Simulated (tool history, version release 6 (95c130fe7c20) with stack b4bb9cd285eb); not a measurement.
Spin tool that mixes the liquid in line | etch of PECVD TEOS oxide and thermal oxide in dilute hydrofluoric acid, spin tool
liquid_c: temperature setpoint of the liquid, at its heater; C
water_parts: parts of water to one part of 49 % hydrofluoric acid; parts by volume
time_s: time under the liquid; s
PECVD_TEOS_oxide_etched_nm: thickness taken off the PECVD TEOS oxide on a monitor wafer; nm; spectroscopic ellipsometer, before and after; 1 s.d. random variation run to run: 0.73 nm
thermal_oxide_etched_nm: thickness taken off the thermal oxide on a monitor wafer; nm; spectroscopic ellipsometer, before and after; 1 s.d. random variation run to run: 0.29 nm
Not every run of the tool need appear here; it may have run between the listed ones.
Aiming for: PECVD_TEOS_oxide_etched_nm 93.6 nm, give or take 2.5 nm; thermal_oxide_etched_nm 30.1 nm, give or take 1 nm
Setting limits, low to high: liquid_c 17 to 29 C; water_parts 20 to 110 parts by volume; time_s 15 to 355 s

run 1 hour=0 | liquid_c=21 water_parts=60 time_s=180 | PECVD_TEOS_oxide_etched_nm=42.452 thermal_oxide_etched_nm=13.633
run 2 hour=2.8 | liquid_c=23.5 water_parts=50 time_s=180 | PECVD_TEOS_oxide_etched_nm=57.858 thermal_oxide_etched_nm=18.71
run 3 hour=7.3 | liquid_c=23.5 water_parts=70 time_s=180 | PECVD_TEOS_oxide_etched_nm=40.04 thermal_oxide_etched_nm=12.764
run 4 hour=13.3 | liquid_c=26.5 water_parts=70 time_s=180 | PECVD_TEOS_oxide_etched_nm=44.837 thermal_oxide_etched_nm=14.668
run 5 hour=21.6 | liquid_c=26.5 water_parts=55 time_s=180 | PECVD_TEOS_oxide_etched_nm=58.07 thermal_oxide_etched_nm=18.644
run 6 hour=25.3 | liquid_c=26.5 water_parts=55 time_s=245 | PECVD_TEOS_oxide_etched_nm=79.762 thermal_oxide_etched_nm=25.375
run 7 hour=31.1 | liquid_c=27.5 water_parts=55 time_s=245 | PECVD_TEOS_oxide_etched_nm=82.824 thermal_oxide_etched_nm=26.632
run 8 hour=32.9 | liquid_c=29 water_parts=50 time_s=245 | PECVD_TEOS_oxide_etched_nm=96.991 thermal_oxide_etched_nm=31.889

4 candidate next runs follow, results not yet known. Just one meets every target within its allowed miss. Identify it.
run A hour=34.7 | liquid_c=26 water_parts=45 time_s=255 | PECVD_TEOS_oxide_etched_nm=? thermal_oxide_etched_nm=?
run B hour=34.7 | liquid_c=29 water_parts=45 time_s=210 | PECVD_TEOS_oxide_etched_nm=? thermal_oxide_etched_nm=?
run C hour=34.7 | liquid_c=29 water_parts=45 time_s=225 | PECVD_TEOS_oxide_etched_nm=? thermal_oxide_etched_nm=?
run D hour=34.7 | liquid_c=25.5 water_parts=45 time_s=265 | PECVD_TEOS_oxide_etched_nm=? thermal_oxide_etched_nm=?

move=A PECVD_TEOS_oxide_etched_nm=99.431 thermal_oxide_etched_nm=32.37
move=B PECVD_TEOS_oxide_etched_nm=92.186 thermal_oxide_etched_nm=30.012
move=C PECVD_TEOS_oxide_etched_nm=98.771 thermal_oxide_etched_nm=32.155
move=D PECVD_TEOS_oxide_etched_nm=101.28 thermal_oxide_etched_nm=32.973
A: misses by more than the last run did
B: each result inside its tolerance
C: misses by more than the last run did
D: misses by more than the last run did
So the answer is move B, the one that meets all the targets.
